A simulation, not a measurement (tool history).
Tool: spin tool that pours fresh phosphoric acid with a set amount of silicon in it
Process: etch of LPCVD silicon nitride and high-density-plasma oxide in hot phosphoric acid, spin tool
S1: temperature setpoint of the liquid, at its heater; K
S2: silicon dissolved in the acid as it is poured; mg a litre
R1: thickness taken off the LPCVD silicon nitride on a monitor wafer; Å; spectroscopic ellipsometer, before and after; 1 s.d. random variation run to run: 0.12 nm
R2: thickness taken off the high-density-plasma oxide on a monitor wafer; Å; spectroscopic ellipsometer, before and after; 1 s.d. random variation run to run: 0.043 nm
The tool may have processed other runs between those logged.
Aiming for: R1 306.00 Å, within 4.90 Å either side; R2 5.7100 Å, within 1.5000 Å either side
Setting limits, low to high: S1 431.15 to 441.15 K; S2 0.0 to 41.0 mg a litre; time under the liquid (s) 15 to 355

{"run": 1, "hour": 0.0, "S1": 436.15, "S2": 18.0, "time under the liquid (s)": 180, "R1": 155.74, "R2": 5.7617}
{"run": 2, "hour": 1.6, "S1": 436.15, "S2": 12.5, "time under the liquid (s)": 180, "R1": 156.54, "R2": 6.4272}
{"run": 3, "hour": 4.8, "S1": 434.15, "S2": 12.5, "time under the liquid (s)": 180, "R1": 145.4, "R2": 4.5602}
{"run": 4, "hour": 9.4, "S1": 434.65, "S2": 21.0, "time under the liquid (s)": 215, "R1": 178.51, "R2": 5.0664}
{"run": 5, "hour": 13.3, "S1": 435.15, "S2": 27.0, "time under the liquid (s)": 240, "R1": 200.92, "R2": 4.5424}
{"run": 6, "hour": 20.2, "S1": 435.15, "S2": 31.5, "time under the liquid (s)": 240, "R1": 201.64, "R2": 4.2383}
{"run": 7, "hour": 25.0, "S1": 436.15, "S2": 34.5, "time under the liquid (s)": 260, "R1": 224.9, "R2": 3.8075}
{"run": 8, "hour": 27.7, "S1": 438.65, "S2": 25.5, "time under the liquid (s)": 310, "R1": 290.15, "R2": 8.8901}
{"run": 9, "hour": 28.8, "S1": 438.65, "S2": 29.0, "time under the liquid (s)": 315, "R1": 296.49, "R2": 8.4997}

Consider the 5 candidate settings below. Which is the only one whose results all fall within their allowed miss of target?
{"run": "A", "hour": 29.9, "S1": 441.15, "S2": 38.0, "time under the liquid (s)": 310, "R1": "?", "R2": "?"}
{"run": "B", "hour": 29.9, "S1": 438.15, "S2": 35.5, "time under the liquid (s)": 330, "R1": "?", "R2": "?"}
{"run": "C", "hour": 29.9, "S1": 439.65, "S2": 15.0, "time under the liquid (s)": 305, "R1": "?", "R2": "?"}
{"run": "D", "hour": 29.9, "S1": 440.15, "S2": 30.5, "time under the liquid (s)": 295, "R1": "?", "R2": "?"}
{"run": "E", "hour": 29.9, "S1": 437.65, "S2": 34.5, "time under the liquid (s)": 325, "R1": "?", "R2": "?"}

move=A R1=316.51 R2=5.5371
move=B R1=305.54 R2=5.4489
move=C R1=296.60 R2=11.5120
move=D R1=291.58 R2=7.0691
move=E R1=296.01 R2=5.4407
A: the result that was furthest off in the last run now lies on the other side of its target
B: all results in spec
C: moves away from the targets compared with the last run
D: moves away from the targets compared with the last run
E: moves away from the targets compared with the last run
The right move is B.

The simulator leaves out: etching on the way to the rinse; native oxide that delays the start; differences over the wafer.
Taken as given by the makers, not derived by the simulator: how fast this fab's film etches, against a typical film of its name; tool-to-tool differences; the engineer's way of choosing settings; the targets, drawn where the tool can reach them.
